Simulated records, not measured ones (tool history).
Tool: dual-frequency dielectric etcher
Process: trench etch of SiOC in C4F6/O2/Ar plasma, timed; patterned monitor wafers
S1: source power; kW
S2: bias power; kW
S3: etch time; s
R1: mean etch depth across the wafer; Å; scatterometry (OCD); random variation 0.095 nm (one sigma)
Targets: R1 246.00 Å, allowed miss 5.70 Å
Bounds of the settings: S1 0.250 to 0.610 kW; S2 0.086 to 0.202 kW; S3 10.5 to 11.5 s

| run | hour | S1 | S2 | S3 | R1 |
|---|---|---|---|---|---|
| 1 | 0.0 | 0.430 | 0.144 | 11.5 | 215.18 |
| 2 | 4.9 | 0.460 | 0.146 | 11.5 | 220.45 |
| 3 | 9.9 | 0.480 | 0.149 | 11.5 | 225.36 |
| 4 | 18.7 | 0.450 | 0.149 | 11.5 | 219.88 |
| 5 | 21.3 | 0.470 | 0.152 | 11.5 | 224.39 |
| 6 | 27.9 | 0.470 | 0.127 | 11.5 | 210.40 |
| 7 | 28.5 | 0.490 | 0.133 | 11.5 | 217.56 |
| 8 | 30.8 | 0.580 | 0.146 | 11.5 | 240.26 |

Which of these 4 next moves meets every target?
| A | 33.1 | 0.570 | 0.151 | 11.0 | ? |
| B | 33.1 | 0.580 | 0.158 | 11.5 | ? |
| C | 33.1 | 0.580 | 0.152 | 11.0 | ? |
| D | 33.1 | 0.580 | 0.149 | 11.0 | ? |

| move | R1 |
|---|---|
| A | 231.46 |
| B | 247.64 |
| C | 233.48 |
| D | 231.76 |
A: further off than the last run
B: meets every target
C: further off than the last run
D: further off than the last run
Move B is the one to make.
